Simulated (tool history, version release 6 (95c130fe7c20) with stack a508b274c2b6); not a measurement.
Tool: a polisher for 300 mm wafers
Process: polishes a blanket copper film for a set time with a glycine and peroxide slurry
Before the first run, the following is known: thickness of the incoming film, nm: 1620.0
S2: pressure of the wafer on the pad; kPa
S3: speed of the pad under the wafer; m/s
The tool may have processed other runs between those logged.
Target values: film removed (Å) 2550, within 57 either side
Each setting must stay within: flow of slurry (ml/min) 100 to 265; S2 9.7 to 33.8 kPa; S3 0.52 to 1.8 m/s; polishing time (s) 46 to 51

{"run": 1, "hour": 0.0, "flow of slurry (ml/min)": 170, "S2": 21.4, "S3": 1.16, "polishing time (s)": 51, "film removed (Å)": 3047.5}
{"run": 2, "hour": 1.5, "flow of slurry (ml/min)": 160, "S2": 20.7, "S3": 1.16, "polishing time (s)": 51, "film removed (Å)": 2983.5}
{"run": 3, "hour": 3.3, "flow of slurry (ml/min)": 160, "S2": 19.3, "S3": 1.16, "polishing time (s)": 51, "film removed (Å)": 2865.6}
{"run": 4, "hour": 10.2, "flow of slurry (ml/min)": 160, "S2": 19.3, "S3": 1.16, "polishing time (s)": 51, "film removed (Å)": 2906.6}
{"run": 5, "hour": 17.0, "flow of slurry (ml/min)": 160, "S2": 19.3, "S3": 1.4, "polishing time (s)": 51, "film removed (Å)": 3338}
{"run": 6, "hour": 18.4, "flow of slurry (ml/min)": 160, "S2": 17.2, "S3": 1.4, "polishing time (s)": 51, "film removed (Å)": 3192.7}
{"hour": 19.5, "done": "head pressure recalibrated"}
{"run": 7, "hour": 19.5, "flow of slurry (ml/min)": 155, "S2": 15.2, "S3": 1.4, "polishing time (s)": 51, "film removed (Å)": 3006.7}
{"run": 8, "hour": 22.8, "flow of slurry (ml/min)": 150, "S2": 13.8, "S3": 1.4, "polishing time (s)": 51, "film removed (Å)": 2891.2}
{"run": 9, "hour": 29.6, "flow of slurry (ml/min)": 150, "S2": 12.4, "S3": 1.4, "polishing time (s)": 51, "film removed (Å)": 2765.6}
{"run": 10, "hour": 38.2, "flow of slurry (ml/min)": 150, "S2": 11.7, "S3": 1.4, "polishing time (s)": 51, "film removed (Å)": 2647.9}

Exercise: of the 5 proposed moves below, exactly one satisfies all targets within the stated allowed misses. Which move is it?
{"run": "A", "hour": 46.8, "flow of slurry (ml/min)": 145, "S2": 13.1, "S3": 1.54, "polishing time (s)": 47, "film removed (Å)": "?"}
{"run": "B", "hour": 46.8, "flow of slurry (ml/min)": 155, "S2": 11.7, "S3": 1.4, "polishing time (s)": 49, "film removed (Å)": "?"}
{"run": "C", "hour": 46.8, "flow of slurry (ml/min)": 140, "S2": 10.3, "S3": 1.6, "polishing time (s)": 50, "film removed (Å)": "?"}
{"run": "D", "hour": 46.8, "flow of slurry (ml/min)": 140, "S2": 11, "S3": 1.38, "polishing time (s)": 49, "film removed (Å)": "?"}
{"run": "E", "hour": 46.8, "flow of slurry (ml/min)": 105, "S2": 11, "S3": 1.72, "polishing time (s)": 49, "film removed (Å)": "?"}

move=A film_removed_(Å)=2761.4
move=B film_removed_(Å)=2541.9
move=C film_removed_(Å)=2699.5
move=D film_removed_(Å)=2406.6
move=E film_removed_(Å)=2762.1
A: moves away from the targets compared with the last run
B: every result lands within tolerance
C: moves away from the targets compared with the last run
D: takes the biggest miss from the last run beyond its target
E: moves away from the targets compared with the last run
B meets every target.

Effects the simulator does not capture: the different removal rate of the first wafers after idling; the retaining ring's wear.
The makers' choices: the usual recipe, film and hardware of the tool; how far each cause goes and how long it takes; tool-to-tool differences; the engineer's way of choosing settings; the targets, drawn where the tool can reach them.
